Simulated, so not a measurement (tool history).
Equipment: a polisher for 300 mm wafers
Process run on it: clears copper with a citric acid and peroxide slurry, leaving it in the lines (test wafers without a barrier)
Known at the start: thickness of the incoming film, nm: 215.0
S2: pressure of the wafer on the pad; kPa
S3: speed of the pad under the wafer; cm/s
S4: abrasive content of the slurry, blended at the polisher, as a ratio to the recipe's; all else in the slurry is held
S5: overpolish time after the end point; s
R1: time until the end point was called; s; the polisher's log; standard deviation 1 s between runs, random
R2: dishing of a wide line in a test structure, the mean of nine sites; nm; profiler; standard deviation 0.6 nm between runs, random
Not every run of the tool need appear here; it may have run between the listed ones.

Run 1, hour 0.0: flow of slurry (ml/min) 170, S2 20.7 kPa, S3 104 cm/s, S4 1.0, S5 14 s. Result: R1 106.890 s, R2 20.269 nm.
Run 2, hour 5.2: flow of slurry (ml/min) 165, S2 23.4 kPa, S3 104 cm/s, S4 1.0, S5 16 s. Result: R1 92.977 s, R2 26.009 nm.
Run 3, hour 7.9: flow of slurry (ml/min) 165, S2 23.4 kPa, S3 104 cm/s, S4 1.0, S5 13 s. Result: R1 95.933 s, R2 21.475 nm.
Run 4, hour 9.0: flow of slurry (ml/min) 165, S2 21.4 kPa, S3 104 cm/s, S4 1.0, S5 13 s. Result: R1 100.560 s, R2 19.911 nm.
Run 5, hour 14.6: flow of slurry (ml/min) 165, S2 23.4 kPa, S3 108 cm/s, S4 1.0, S5 15 s. Result: R1 91.113 s, R2 24.868 nm.
Run 6, hour 20.0: flow of slurry (ml/min) 165, S2 23.4 kPa, S3 108 cm/s, S4 1.0, S5 12 s. Result: R1 90.708 s, R2 20.501 nm.
Run 7, hour 21.2: flow of slurry (ml/min) 165, S2 24.8 kPa, S3 110 cm/s, S4 1.0, S5 14 s. Result: R1 87.401 s, R2 24.989 nm.
Run 8, hour 25.2: flow of slurry (ml/min) 165, S2 26.2 kPa, S3 112 cm/s, S4 1.0, S5 15 s. Result: R1 78.464 s, R2 29.148 nm.
Run 9, hour 28.6: flow of slurry (ml/min) 165, S2 26.9 kPa, S3 112 cm/s, S4 1.0, S5 16 s. Result: R1 75.932 s, R2 31.017 nm.
Run 10, hour 32.0: flow of slurry (ml/min) 165, S2 27.6 kPa, S3 112 cm/s, S4 1.0, S5 17 s. Result: R1 75.982 s, R2 34.090 nm.

What does the tool deliver on the next run?
Run 11, hour 33.5: flow of slurry (ml/min) 165, S2 28.3 kPa, S3 112 cm/s, S4 1.0, S5 18 s. Result: R1 ?, R2 ?.

{"run 11": {"R1": 75.045, "R2": 35.227}}

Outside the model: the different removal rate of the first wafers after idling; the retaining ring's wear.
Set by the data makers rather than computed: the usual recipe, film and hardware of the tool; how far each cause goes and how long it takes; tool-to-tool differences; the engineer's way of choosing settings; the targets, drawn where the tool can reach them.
